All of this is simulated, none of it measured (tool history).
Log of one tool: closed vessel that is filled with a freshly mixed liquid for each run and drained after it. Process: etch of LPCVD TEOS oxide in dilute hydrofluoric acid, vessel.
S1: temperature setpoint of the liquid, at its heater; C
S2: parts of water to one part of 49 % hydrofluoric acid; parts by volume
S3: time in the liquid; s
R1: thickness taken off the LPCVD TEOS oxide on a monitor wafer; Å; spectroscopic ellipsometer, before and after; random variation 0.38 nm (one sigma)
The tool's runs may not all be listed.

run 1 hour=0.0 | S1=21.0 S2=105 S3=265 | R1=370.50
run 2 hour=3.3 | S1=21.0 S2=115 S3=265 | R1=337.01
run 3 hour=8.2 | S1=19.5 S2=115 S3=265 | R1=314.32
run 4 hour=14.5 | S1=21.0 S2=110 S3=265 | R1=350.90
run 5 hour=18.2 | S1=23.5 S2=110 S3=265 | R1=392.78
run 6 hour=25.3 | S1=23.5 S2=140 S3=265 | R1=293.31
run 7 hour=29.4 | S1=24.0 S2=130 S3=265 | R1=327.43
run 8 hour=33.2 | S1=24.5 S2=125 S3=265 | R1=351.59

Forecast run 9:
run 9 hour=39.8 | S1=25.0 S2=120 S3=265 | R1=?

{"run 9": {"R1": 376.49}}

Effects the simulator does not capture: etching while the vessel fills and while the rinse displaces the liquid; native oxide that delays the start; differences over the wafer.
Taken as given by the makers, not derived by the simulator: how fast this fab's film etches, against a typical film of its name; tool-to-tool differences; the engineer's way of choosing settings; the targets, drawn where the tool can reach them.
